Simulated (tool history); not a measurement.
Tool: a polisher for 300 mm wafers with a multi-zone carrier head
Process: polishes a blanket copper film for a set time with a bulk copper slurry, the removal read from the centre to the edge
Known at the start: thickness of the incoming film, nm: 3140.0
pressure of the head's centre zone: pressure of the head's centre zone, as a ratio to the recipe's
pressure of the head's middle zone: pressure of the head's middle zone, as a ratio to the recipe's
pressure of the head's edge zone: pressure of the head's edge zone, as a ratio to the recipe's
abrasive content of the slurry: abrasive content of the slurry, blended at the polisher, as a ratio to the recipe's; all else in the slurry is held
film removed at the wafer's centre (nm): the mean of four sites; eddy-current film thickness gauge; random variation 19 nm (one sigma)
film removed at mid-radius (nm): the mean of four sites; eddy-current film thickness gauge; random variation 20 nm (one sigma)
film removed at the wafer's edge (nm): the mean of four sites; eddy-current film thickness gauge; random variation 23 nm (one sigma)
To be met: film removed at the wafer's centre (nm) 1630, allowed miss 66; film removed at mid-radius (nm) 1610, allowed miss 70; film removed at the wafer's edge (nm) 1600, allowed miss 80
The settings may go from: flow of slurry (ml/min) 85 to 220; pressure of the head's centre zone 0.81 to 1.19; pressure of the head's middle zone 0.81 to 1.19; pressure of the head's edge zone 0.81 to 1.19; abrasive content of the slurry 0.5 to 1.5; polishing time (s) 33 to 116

run,day,flow of slurry (ml/min),pressure of the head's centre zone,pressure of the head's middle zone,pressure of the head's edge zone,abrasive content of the slurry,polishing time (s),film removed at the wafer's centre (nm),film removed at mid-radius (nm),film removed at the wafer's edge (nm)
1,0,140,1,1,1,1,74,1122.5,1120.4,1132.8
2,0.196,140,1,0.95,1,1,74,1083.6,1095.6,1132.6
3,0.525,150,1.01,0.98,1.02,1.15,78,1231.7,1217.5,1250.9
4,0.85,155,1.01,1.01,1.04,1.25,81,1306.3,1325.8,1359.2
# day 1.062: centre zone pressure recalibrated
5,1.062,165,1.03,1.04,1.06,1.3,82,1450.5,1410.7,1438
6,1.229,175,1.03,1.06,1.07,1.35,82,1501.1,1473.9,1467.2
7,1.367,180,1.03,1.07,1.09,1.4,82,1524.9,1516.9,1451.1
8,1.625,175,1.03,1.06,1.09,1.4,84,1558.6,1504.9,1506.6
9,1.846,175,1.02,1.06,1.1,1.45,85,1565.5,1510.1,1499.7

Which of these 5 next moves meets every target?
A,2.067,205,1.1,1.18,1.14,1.5,78,?,?,?
B,2.067,130,1.05,1.11,1.12,1.3,94,?,?,?
C,2.067,195,1.04,1.18,1.06,1.45,79,?,?,?
D,2.067,125,1.15,0.95,1.18,1.5,89,?,?,?
E,2.067,180,0.99,1.19,1.05,1.45,91,?,?,?

move,film removed at the wafer's centre (nm),film removed at mid-radius (nm),film removed at the wafer's edge (nm)
A,1625.3,1582.8,1483.8
B,1652.4,1619.2,1624.8
C,1533.3,1582.1,1431.7
D,1737.7,1364.3,1613.9
E,1656.8,1813,1625.9
A: brings the result that was furthest off to its target, and leaves another outside
B: meets every target
C: brings the result that was furthest off to its target, and leaves another outside
D: further off than the last run
E: takes the result that was furthest off past its target
Move B is the one to make.

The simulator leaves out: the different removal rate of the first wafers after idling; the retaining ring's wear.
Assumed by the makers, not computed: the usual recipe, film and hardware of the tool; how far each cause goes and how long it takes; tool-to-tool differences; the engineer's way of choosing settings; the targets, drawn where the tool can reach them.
